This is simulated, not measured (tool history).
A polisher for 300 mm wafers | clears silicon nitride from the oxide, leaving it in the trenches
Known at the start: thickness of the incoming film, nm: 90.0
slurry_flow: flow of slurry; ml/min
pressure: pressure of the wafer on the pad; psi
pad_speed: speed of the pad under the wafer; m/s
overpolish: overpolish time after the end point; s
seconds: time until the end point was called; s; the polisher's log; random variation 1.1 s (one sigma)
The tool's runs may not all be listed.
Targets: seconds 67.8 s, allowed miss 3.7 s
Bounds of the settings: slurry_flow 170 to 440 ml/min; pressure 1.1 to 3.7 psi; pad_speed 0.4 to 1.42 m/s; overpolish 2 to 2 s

run 1 hour=0 | slurry_flow=280 pressure=2.4 pad_speed=0.9 overpolish=2 | seconds=127.01
run 2 hour=3.2 | slurry_flow=280 pressure=1.9 pad_speed=0.9 overpolish=2 | seconds=159.55
run 3 hour=8.5 | slurry_flow=280 pressure=1.9 pad_speed=1.06 overpolish=2 | seconds=136.41
run 4 hour=10.9 | slurry_flow=255 pressure=1.9 pad_speed=1.06 overpolish=2 | seconds=137.32
run 5 hour=15.5 | slurry_flow=255 pressure=2.1 pad_speed=1.08 overpolish=2 | seconds=123.39
run 6 hour=20 | slurry_flow=255 pressure=2.1 pad_speed=1.08 overpolish=2 | seconds=124.3
run 7 hour=27.9 | slurry_flow=255 pressure=2.7 pad_speed=1.16 overpolish=2 | seconds=91.942
run 8 hour=32.9 | slurry_flow=255 pressure=2.8 pad_speed=1.16 overpolish=2 | seconds=86.414
run 9 hour=36.1 | slurry_flow=255 pressure=2.9 pad_speed=1.16 overpolish=2 | seconds=84.37
run 10 hour=40.8 | slurry_flow=255 pressure=3 pad_speed=1.16 overpolish=2 | seconds=79.248
run 11 hour=46.3 | slurry_flow=255 pressure=3.1 pad_speed=1.16 overpolish=2 | seconds=79.342
run 12 hour=47.8 | slurry_flow=255 pressure=3.2 pad_speed=1.16 overpolish=2 | seconds=74.407
run 13 hour=54.9 | slurry_flow=255 pressure=3.3 pad_speed=1.16 overpolish=2 | seconds=73.579
run 14 hour=64 | slurry_flow=255 pressure=3.4 pad_speed=1.16 overpolish=2 | seconds=74.626

Which of these 4 next moves meets every target?
run A hour=73.1 | slurry_flow=220 pressure=3.3 pad_speed=1.12 overpolish=2 | seconds=?
run B hour=73.1 | slurry_flow=245 pressure=3.6 pad_speed=1.14 overpolish=2 | seconds=?
run C hour=73.1 | slurry_flow=195 pressure=3.7 pad_speed=0.98 overpolish=2 | seconds=?
run D hour=73.1 | slurry_flow=255 pressure=3 pad_speed=1.22 overpolish=2 | seconds=?

move=A seconds=77.868
move=B seconds=69.305
move=C seconds=80.732
move=D seconds=77.151
A: further off than the last run
B: meets every target
C: further off than the last run
D: further off than the last run
The right move is B.

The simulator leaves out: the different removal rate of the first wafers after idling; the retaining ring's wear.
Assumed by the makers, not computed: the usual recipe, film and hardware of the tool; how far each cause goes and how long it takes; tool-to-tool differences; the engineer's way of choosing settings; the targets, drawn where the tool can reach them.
